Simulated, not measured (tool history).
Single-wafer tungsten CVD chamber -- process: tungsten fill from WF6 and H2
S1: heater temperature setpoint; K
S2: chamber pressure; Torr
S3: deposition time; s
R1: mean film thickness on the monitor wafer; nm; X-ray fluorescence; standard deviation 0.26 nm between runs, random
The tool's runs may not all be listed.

Run 1, hour 0: S1 668.15 K, S2 28.3 Torr, S3 30.3 s. Result: R1 78.532 nm.
Run 2, hour 7.6: S1 673.15 K, S2 28.3 Torr, S3 30.3 s. Result: R1 85.622 nm.
Run 3, hour 11.2: S1 673.15 K, S2 28.3 Torr, S3 31.3 s. Result: R1 88.411 nm.
Run 4, hour 16.1: S1 675.15 K, S2 28.3 Torr, S3 31.3 s. Result: R1 90.858 nm.
Run 5, hour 19.1: S1 675.15 K, S2 28.3 Torr, S3 31.3 s. Result: R1 91.516 nm.
Run 6, hour 22.5: S1 675.15 K, S2 24.3 Torr, S3 31.3 s. Result: R1 85.793 nm.
Run 7, hour 25.1: S1 677.15 K, S2 24.3 Torr, S3 31.3 s. Result: R1 88.424 nm.

For run 8, what comes out?
Run 8, hour 26.5: S1 679.15 K, S2 24.3 Torr, S3 31.3 s. Result: R1 ?.

Logged for run 8: R1 91.263 nm.
